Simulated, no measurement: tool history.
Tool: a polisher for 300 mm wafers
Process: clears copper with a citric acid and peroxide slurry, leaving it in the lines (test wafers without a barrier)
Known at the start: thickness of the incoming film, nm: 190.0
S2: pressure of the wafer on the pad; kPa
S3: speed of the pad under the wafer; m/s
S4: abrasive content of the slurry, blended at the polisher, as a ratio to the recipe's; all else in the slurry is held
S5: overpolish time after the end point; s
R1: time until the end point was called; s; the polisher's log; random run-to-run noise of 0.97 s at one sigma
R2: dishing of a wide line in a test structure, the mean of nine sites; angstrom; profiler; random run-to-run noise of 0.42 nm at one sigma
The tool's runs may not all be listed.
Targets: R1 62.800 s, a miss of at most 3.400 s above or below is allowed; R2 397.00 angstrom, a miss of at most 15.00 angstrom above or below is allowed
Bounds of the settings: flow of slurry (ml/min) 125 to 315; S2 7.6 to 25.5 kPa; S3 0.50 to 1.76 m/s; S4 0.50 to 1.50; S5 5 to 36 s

Run 1, day 0.000: flow of slurry (ml/min) 205, S2 16.5 kPa, S3 1.12 m/s, S4 1.00, S5 18 s. Result: R1 78.190 s, R2 256.68 angstrom.
Run 2, day 0.296: flow of slurry (ml/min) 205, S2 14.5 kPa, S3 1.12 m/s, S4 1.00, S5 18 s. Result: R1 87.518 s, R2 232.53 angstrom.
Run 3, day 0.646: flow of slurry (ml/min) 205, S2 14.5 kPa, S3 1.12 m/s, S4 1.15, S5 18 s. Result: R1 85.407 s, R2 238.71 angstrom.
Run 4, day 0.871: flow of slurry (ml/min) 205, S2 14.5 kPa, S3 1.12 m/s, S4 1.15, S5 25 s. Result: R1 84.314 s, R2 299.90 angstrom.
Run 5, day 1.192: flow of slurry (ml/min) 205, S2 14.5 kPa, S3 1.12 m/s, S4 1.15, S5 33 s. Result: R1 85.376 s, R2 360.77 angstrom.
Run 6, day 1.212: flow of slurry (ml/min) 205, S2 14.5 kPa, S3 1.12 m/s, S4 1.35, S5 33 s. Result: R1 82.905 s, R2 372.05 angstrom.
Run 7, day 1.375: flow of slurry (ml/min) 210, S2 15.2 kPa, S3 1.12 m/s, S4 1.35, S5 32 s. Result: R1 79.455 s, R2 370.05 angstrom.
Run 8, day 1.667: flow of slurry (ml/min) 210, S2 15.9 kPa, S3 1.12 m/s, S4 1.35, S5 31 s. Result: R1 73.745 s, R2 371.61 angstrom.
Run 9, day 1.954: flow of slurry (ml/min) 210, S2 16.5 kPa, S3 1.12 m/s, S4 1.35, S5 31 s. Result: R1 72.298 s, R2 385.39 angstrom.
Run 10, day 2.283: flow of slurry (ml/min) 215, S2 17.2 kPa, S3 1.12 m/s, S4 1.35, S5 31 s. Result: R1 70.088 s, R2 398.60 angstrom.
Run 11, day 2.500: flow of slurry (ml/min) 215, S2 17.2 kPa, S3 1.12 m/s, S4 1.35, S5 30 s. Result: R1 70.459 s, R2 394.99 angstrom.

Exactly one of the 5 candidate moves below puts every result within its allowed miss. Which one?
Run A, day 2.717: flow of slurry (ml/min) 205, S2 17.2 kPa, S3 0.96 m/s, S4 1.30, S5 36 s. Result: R1 ?, R2 ?.
Run B, day 2.717: flow of slurry (ml/min) 210, S2 15.2 kPa, S3 1.08 m/s, S4 1.35, S5 35 s. Result: R1 ?, R2 ?.
Run C, day 2.717: flow of slurry (ml/min) 210, S2 16.5 kPa, S3 1.32 m/s, S4 1.30, S5 28 s. Result: R1 ?, R2 ?.
Run D, day 2.717: flow of slurry (ml/min) 225, S2 18.6 kPa, S3 0.90 m/s, S4 1.40, S5 35 s. Result: R1 ?, R2 ?.
Run E, day 2.717: flow of slurry (ml/min) 250, S2 16.5 kPa, S3 1.12 m/s, S4 1.25, S5 33 s. Result: R1 ?, R2 ?.

move      R1      R2
   A  80.854  400.90
   B  81.604  388.63
   C  63.232  397.36
   D  77.156  407.40
   E  72.247  404.53
A: lands further from the targets than the last run did
B: lands further from the targets than the last run did
C: every result within its allowed miss
D: lands further from the targets than the last run did
E: lands further from the targets than the last run did
Go with C: it meets all targets.
